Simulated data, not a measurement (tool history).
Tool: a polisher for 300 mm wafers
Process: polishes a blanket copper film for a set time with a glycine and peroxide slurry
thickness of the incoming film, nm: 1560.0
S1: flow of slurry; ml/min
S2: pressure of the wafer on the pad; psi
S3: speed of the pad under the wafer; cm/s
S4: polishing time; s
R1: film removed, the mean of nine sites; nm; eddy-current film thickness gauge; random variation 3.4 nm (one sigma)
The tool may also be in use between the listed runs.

run	hour	S1	S2	S3	S4	R1
1	0	195	3.4	128	46	317.76
2	6.4	195	3.4	128	42	279.15
3	11.3	195	3.3	128	42	271.55
4	12.5	195	3.3	148	42	307.04
5	13.2	195	2.7	148	42	259.08
6	19.4	230	2.7	148	42	259.71
7	25.8	230	2.6	148	42	258.28
8	27.5	230	2.5	148	42	243.44

What does the tool deliver on the next run?
9	32.8	230	2.5	148	42	?

R1: 245.33 nm
